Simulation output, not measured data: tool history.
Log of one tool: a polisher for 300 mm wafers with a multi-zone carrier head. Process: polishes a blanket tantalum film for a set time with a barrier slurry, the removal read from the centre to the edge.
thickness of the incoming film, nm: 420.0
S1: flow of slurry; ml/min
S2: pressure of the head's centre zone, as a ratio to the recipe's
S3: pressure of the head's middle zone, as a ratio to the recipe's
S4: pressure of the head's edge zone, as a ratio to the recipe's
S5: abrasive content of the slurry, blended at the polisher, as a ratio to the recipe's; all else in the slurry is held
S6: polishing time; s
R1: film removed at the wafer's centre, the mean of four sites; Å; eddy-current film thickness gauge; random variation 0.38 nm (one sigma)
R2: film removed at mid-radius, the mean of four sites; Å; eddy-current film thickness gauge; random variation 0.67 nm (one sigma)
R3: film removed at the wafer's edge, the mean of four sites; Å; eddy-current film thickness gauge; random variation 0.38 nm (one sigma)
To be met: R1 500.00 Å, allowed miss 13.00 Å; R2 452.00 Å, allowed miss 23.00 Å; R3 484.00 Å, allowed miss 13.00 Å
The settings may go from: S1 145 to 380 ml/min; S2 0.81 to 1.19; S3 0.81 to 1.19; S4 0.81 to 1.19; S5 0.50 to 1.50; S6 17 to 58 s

run    day   S1    S2    S3    S4    S5  S6      R1      R2      R3
  1  0.000  245  1.00  1.00  1.00  1.00  37  562.97  565.41  558.57
  2  0.350  245  1.00  1.04  1.00  1.00  37  559.70  580.42  553.56
  3  0.612  235  1.00  1.00  0.97  0.95  37  545.58  549.87  540.02
  4  0.942  230  1.00  0.97  0.94  0.90  37  537.16  527.02  512.93
  5  0.996  230  1.00  0.91  0.94  0.90  37  539.21  511.94  515.85
  6  1.346  220  1.00  0.89  0.94  0.90  37  539.19  493.73  521.54
  7  1.417  195  0.96  0.85  0.84  0.75  37  472.39  428.27  456.24
  8  1.662  205  0.96  0.85  0.85  0.75  37  484.85  443.20  465.26
  9  1.888  235  0.96  0.83  0.90  0.75  37  485.03  438.37  485.00

Which of these 4 next moves meets every target?
  A  2.112  225  0.89  0.89  0.86  0.80  37   ?   ?   ?
  B  2.112  160  0.96  0.83  0.84  0.95  37   ?   ?   ?
  C  2.112  195  1.00  0.82  1.05  0.65  37   ?   ?   ?
  D  2.112  230  0.93  0.86  0.89  0.75  37   ?   ?   ?

move      R1      R2      R3
   A  464.65  474.48  481.19
   B  506.88  454.80  488.72
   C  477.27  405.66  486.19
   D  476.33  452.20  479.20
A: further off than the last run
B: meets every target
C: further off than the last run
D: further off than the last run
Move B is the one to make.
